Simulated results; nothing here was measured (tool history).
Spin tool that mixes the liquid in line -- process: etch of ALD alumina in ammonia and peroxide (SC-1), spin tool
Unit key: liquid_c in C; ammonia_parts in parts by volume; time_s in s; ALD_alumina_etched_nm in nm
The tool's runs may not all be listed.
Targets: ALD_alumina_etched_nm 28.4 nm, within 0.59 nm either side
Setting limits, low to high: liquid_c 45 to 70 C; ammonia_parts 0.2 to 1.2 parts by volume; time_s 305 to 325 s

run	hour	liquid_c	ammonia_parts	time_s	ALD_alumina_etched_nm
1	0	61	0.85	305	17.977
2	7.5	62	0.85	305	18.779
3	11.4	63	0.85	305	19.618
4	15.3	57.5	0.85	305	14.887
5	18.3	57.5	0.85	325	15.858
6	22	57.5	0.85	305	14.774
7	23.8	59	0.85	305	16.04
8	31.8	60	0.85	305	16.925
9	35.4	61	0.85	305	17.692
10	39.1	62	0.85	305	18.67

4 candidate next runs follow, results not yet known. Just one meets every target within its allowed miss. Identify it.
A	42.8	70	0.75	325	?
B	42.8	69.5	0.65	325	?
C	42.8	70	0.85	325	?
D	42.8	70	1	320	?

move	ALD_alumina_etched_nm
A	29.259
B	28.181
C	29.606
D	29.601
A: carries the result that was furthest off beyond its target, to the other side
B: all results in spec
C: carries the result that was furthest off beyond its target, to the other side
D: carries the result that was furthest off beyond its target, to the other side
Go with B: it meets all targets.
